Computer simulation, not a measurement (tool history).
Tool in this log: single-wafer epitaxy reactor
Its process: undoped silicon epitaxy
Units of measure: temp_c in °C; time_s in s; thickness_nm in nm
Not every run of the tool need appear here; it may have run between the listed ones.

| run | hour | temp_c | time_s | thickness_nm |
|---|---|---|---|---|
| 1 | 0 | 635 | 482 | 62.702 |
| 2 | 5.7 | 632 | 481 | 58.139 |
| 3 | 14.3 | 632 | 417 | 50.282 |
| 4 | 19.1 | 640 | 417 | 61.728 |
| 5 | 23.3 | 637 | 417 | 57.097 |
| 6 | 30.3 | 645 | 417 | 70.109 |

The next listed run, before its measurement:
| 7 | 32.5 | 641 | 416 | ? |

{"run 7": {"thickness_nm": 62.883}}

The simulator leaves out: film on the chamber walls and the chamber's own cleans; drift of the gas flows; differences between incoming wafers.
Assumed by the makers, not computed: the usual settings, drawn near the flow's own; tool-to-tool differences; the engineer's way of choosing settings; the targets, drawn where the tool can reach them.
